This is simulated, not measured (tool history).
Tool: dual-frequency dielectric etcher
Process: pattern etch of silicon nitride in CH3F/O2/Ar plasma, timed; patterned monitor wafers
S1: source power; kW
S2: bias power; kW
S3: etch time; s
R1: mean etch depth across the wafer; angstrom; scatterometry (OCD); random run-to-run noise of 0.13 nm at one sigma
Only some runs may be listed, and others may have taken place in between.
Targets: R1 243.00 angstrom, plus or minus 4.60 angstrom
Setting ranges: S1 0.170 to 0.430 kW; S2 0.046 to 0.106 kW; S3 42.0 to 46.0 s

run 1 hour=0.0 | S1=0.300 S2=0.076 S3=46.0 | R1=303.74
run 2 hour=1.3 | S1=0.300 S2=0.076 S3=42.0 | R1=278.22
run 3 hour=4.4 | S1=0.280 S2=0.075 S3=42.0 | R1=267.77
run 4 hour=5.3 | S1=0.280 S2=0.075 S3=46.0 | R1=295.49
run 5 hour=11.0 | S1=0.260 S2=0.071 S3=46.0 | R1=283.12
run 6 hour=16.5 | S1=0.250 S2=0.068 S3=46.0 | R1=275.75
-- hour=20.0 wet clean of the chamber
run 7 hour=20.0 | S1=0.240 S2=0.066 S3=46.0 | R1=259.54
run 8 hour=26.3 | S1=0.230 S2=0.066 S3=46.0 | R1=253.88

Which one of the following 4 next-run settings gets every result inside its allowed miss? There is exactly one.
run A hour=32.6 | S1=0.290 S2=0.059 S3=42.5 | R1=?
run B hour=32.6 | S1=0.250 S2=0.067 S3=46.0 | R1=?
run C hour=32.6 | S1=0.270 S2=0.062 S3=42.0 | R1=?
run D hour=32.6 | S1=0.260 S2=0.069 S3=43.0 | R1=?

move=A R1=253.68
move=B R1=267.01
move=C R1=246.55
move=D R1=255.58
A: neither nearer nor further off than the last run
B: moves away from the targets compared with the last run
C: hits every target within its allowed miss
D: moves away from the targets compared with the last run
The move that meets every target is C.

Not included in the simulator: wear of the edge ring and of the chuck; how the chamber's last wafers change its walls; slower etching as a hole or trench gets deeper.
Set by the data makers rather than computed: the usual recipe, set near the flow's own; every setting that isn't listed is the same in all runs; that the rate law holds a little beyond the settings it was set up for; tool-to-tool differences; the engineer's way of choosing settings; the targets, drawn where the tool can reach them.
